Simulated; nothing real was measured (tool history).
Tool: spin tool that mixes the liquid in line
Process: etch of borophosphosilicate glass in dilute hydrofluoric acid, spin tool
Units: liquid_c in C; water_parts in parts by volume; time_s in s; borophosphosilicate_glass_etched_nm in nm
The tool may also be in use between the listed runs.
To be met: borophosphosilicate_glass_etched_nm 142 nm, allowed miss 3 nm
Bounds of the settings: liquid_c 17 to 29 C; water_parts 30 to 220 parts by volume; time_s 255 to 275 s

run	hour	liquid_c	water_parts	time_s	borophosphosilicate_glass_etched_nm
1	0	21	125	255	84.944
2	0.7	23	125	255	92.792
3	9.4	24	120	255	101.34
4	15.1	24	120	255	101.17
5	21.8	22	120	255	92.919
6	26.1	20.5	120	255	88.557
7	30.4	21.5	115	255	96.222
8	31.5	22.5	115	255	99.83
9	35.1	26.5	100	255	137.52

4 next moves are on the table. One of them brings every result within its allowed miss. Which?
A	38.7	26	100	270	?
B	38.7	25.5	90	255	?
C	38.7	19	75	275	?
D	38.7	28.5	105	270	?

move	borophosphosilicate_glass_etched_nm
A	142.27
B	148.3
C	149.96
D	148.16
A: meets every target
B: takes the result that was furthest off past its target
C: takes the result that was furthest off past its target
D: takes the result that was furthest off past its target
The right move is A.
